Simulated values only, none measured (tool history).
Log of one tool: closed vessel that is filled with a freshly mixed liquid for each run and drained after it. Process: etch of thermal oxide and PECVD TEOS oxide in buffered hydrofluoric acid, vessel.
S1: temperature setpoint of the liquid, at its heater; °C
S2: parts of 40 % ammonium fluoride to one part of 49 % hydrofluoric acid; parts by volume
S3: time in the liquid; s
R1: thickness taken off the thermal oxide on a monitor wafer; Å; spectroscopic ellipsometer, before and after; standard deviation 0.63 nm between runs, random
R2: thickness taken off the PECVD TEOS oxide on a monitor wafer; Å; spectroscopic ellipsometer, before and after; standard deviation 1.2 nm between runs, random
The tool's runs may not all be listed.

run	day	S1	S2	S3	R1	R2
1	0	21	10.5	60	564.78	1363.1
2	0.225	18.5	10.5	60	494.38	1167.6
3	0.267	18.5	10.5	40	322.32	786.17
4	0.421	18.5	10.5	55	451.59	1083.7
5	0.462	18.5	8.5	55	542.81	1286.7
6	0.583	21	8.5	55	613.08	1488.8

Run 7 has not been measured yet. What should we expect?
7	0.725	21	8.5	55	?	?

Logged for run 7: R1 613.16 Å, R2 1494.3 Å.
